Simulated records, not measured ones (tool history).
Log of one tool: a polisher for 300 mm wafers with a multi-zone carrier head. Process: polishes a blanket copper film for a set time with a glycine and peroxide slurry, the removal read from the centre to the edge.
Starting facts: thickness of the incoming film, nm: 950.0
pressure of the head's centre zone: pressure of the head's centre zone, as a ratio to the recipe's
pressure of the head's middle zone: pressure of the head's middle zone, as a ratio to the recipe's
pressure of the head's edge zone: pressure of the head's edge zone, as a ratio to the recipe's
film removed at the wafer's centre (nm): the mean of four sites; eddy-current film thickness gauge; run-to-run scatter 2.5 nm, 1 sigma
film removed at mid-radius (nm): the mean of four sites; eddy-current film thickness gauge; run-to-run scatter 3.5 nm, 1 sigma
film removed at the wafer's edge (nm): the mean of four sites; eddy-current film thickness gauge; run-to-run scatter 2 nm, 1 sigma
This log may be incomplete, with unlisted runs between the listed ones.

run	hour	flow of slurry (ml/min)	pressure of the head's centre zone	pressure of the head's middle zone	pressure of the head's edge zone	polishing time (s)	film removed at the wafer's centre (nm)	film removed at mid-radius (nm)	film removed at the wafer's edge (nm)
1	0.0	120	1.00	1.00	1.00	57	248.49	255.60	244.83
2	6.8	120	1.00	0.92	1.00	57	247.49	241.71	250.87
3	10.8	95	1.00	0.92	1.00	57	238.95	228.62	241.89
4	15.3	105	1.02	0.95	0.99	57	248.49	240.51	241.57
5	18.2	75	1.02	0.95	0.99	57	228.92	227.75	232.42
6	20.3	75	1.02	0.95	0.99	50	202.37	197.89	203.89

The next listed run, before its measurement:
7	27.6	90	1.04	0.99	1.00	51	?	?	?

{"run 7": {"film removed at the wafer's centre (nm)": 220.19, "film removed at mid-radius (nm)": 213.94, "film removed at the wafer's edge (nm)": 214.14}}
